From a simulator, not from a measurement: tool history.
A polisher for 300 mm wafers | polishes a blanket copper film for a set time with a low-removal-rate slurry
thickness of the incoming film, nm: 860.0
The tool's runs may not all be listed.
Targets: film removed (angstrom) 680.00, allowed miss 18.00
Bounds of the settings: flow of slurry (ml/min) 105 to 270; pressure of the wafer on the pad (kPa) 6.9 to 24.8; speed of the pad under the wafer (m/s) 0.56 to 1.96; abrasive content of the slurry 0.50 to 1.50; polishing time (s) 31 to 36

run	hour	flow of slurry (ml/min)	pressure of the wafer on the pad (kPa)	speed of the pad under the wafer (m/s)	abrasive content of the slurry	polishing time (s)	film removed (angstrom)
1	0.0	175	15.9	1.26	1.00	36	921.08
2	1.6	175	15.9	1.48	1.00	36	1074.40
3	3.8	175	15.9	1.48	0.85	36	1058.60
4	5.5	175	13.8	1.48	0.85	36	947.73
5	11.6	175	13.8	1.48	0.95	36	963.51
6	20.2	175	17.2	1.48	0.95	36	1139.50
7	23.3	175	15.9	1.48	0.95	36	1083.30
8	31.7	175	15.2	1.48	0.95	36	1025.60
9	32.3	175	14.5	1.48	0.95	36	997.43
10	36.6	175	13.8	1.48	0.95	36	958.28
11	41.7	175	13.1	1.48	0.95	36	903.31
12	49.8	175	12.4	1.48	0.95	36	864.40
13	57.8	175	11.7	1.48	0.95	36	849.67
14	64.7	175	11.0	1.48	0.95	36	802.23
15	70.6	160	9.7	1.48	0.95	36	708.07
16	72.8	150	9.7	1.48	0.95	36	696.21

Which of these 5 next moves meets every target?
A	75.0	135	11.0	1.56	1.00	33	?
B	75.0	150	10.3	1.46	0.90	36	?
C	75.0	110	9.0	1.72	1.25	35	?
D	75.0	175	9.0	1.52	1.00	35	?
E	75.0	155	9.7	1.54	0.95	35	?

move	film removed (angstrom)
A	745.54
B	727.81
C	735.93
D	692.30
E	718.66
A: further off than the last run
B: further off than the last run
C: further off than the last run
D: meets every target
E: further off than the last run
Answer: D

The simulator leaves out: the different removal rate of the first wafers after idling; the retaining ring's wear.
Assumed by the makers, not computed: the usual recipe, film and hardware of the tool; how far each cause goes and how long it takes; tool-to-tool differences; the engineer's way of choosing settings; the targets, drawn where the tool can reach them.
